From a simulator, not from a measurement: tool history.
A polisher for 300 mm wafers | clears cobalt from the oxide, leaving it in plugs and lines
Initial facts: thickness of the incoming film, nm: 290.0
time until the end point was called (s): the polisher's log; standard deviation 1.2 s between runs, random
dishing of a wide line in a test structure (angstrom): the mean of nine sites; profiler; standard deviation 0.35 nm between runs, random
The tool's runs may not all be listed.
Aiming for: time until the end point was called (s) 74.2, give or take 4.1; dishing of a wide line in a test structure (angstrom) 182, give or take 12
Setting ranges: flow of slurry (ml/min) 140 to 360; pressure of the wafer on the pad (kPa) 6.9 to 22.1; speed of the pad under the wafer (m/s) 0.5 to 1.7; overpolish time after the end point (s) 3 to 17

run	day	flow of slurry (ml/min)	pressure of the wafer on the pad (kPa)	speed of the pad under the wafer (m/s)	overpolish time after the end point (s)	time until the end point was called (s)	dishing of a wide line in a test structure (angstrom)
1	0	230	14.5	1.1	9	58.307	353.42
2	0.279	230	13.8	1.1	7	60.246	287.33
3	0.454	230	11	1.1	7	75.198	240.46
4	0.696	230	11	0.86	7	92.572	207.15
5	0.754	230	11.7	0.86	6	84.001	191.94
6	0.983	230	9	0.86	6	111.61	154.89
7	1.021	230	10.3	0.86	5	99.64	146.16
8	1.133	230	11	0.86	5	90.611	150.87
9	1.354	230	11.7	0.86	5	84.325	159.16
10	1.65	230	12.4	0.86	5	82.472	172.55

Which single option among these 5 for the next run brings every result within its allowed miss of target? Just one does.
A	1.946	255	17.9	0.72	5	?	?
B	1.946	200	18.6	0.72	5	?	?
C	1.946	185	14.5	0.84	4	?	?
D	1.946	215	13.1	0.88	5	?	?
E	1.946	345	12.4	0.92	6	?	?

move	time until the end point was called (s)	dishing of a wide line in a test structure (angstrom)
A	64.34	201.67
B	63.148	204.79
C	72.117	151.31
D	75.739	175.91
E	74.52	207.76
A: takes the biggest miss from the last run beyond its target
B: takes the biggest miss from the last run beyond its target
C: corrects the largest miss of the last run, while another result sits out of spec
D: meets every target
E: corrects the largest miss of the last run, while another result sits out of spec
Answer: D

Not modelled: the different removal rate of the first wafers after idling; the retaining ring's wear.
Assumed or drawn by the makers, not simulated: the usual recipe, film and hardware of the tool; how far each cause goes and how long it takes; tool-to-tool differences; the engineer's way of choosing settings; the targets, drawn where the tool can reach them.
